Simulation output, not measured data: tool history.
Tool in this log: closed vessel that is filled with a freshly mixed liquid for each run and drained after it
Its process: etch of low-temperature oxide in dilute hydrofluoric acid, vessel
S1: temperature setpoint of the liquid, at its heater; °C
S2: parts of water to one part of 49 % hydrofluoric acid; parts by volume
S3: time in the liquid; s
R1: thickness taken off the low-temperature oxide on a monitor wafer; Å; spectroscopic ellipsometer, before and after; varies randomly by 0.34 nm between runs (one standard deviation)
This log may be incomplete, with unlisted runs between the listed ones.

run	hour	S1	S2	S3	R1
1	0	22	260	225	111.09
2	4	23.5	220	225	143.93
3	7.6	21.5	220	225	131.84
4	8.4	23	190	225	166.17
5	9.8	23	225	225	134.91
6	15.1	24.5	190	225	177.86
7	20.2	25.5	170	225	210.41
8	21.8	26.5	155	225	243.04
9	25.7	27.5	145	225	275.07
10	26.2	28	140	225	292.66
11	32.4	28.5	135	225	309.54
12	35.4	29	135	225	317.68
13	43.5	30	120	225	371.24
14	46.5	29.5	120	225	370.07

Expected results for the next run?
15	50.7	29	120	225	?

{"run 15": {"R1": 366.04}}
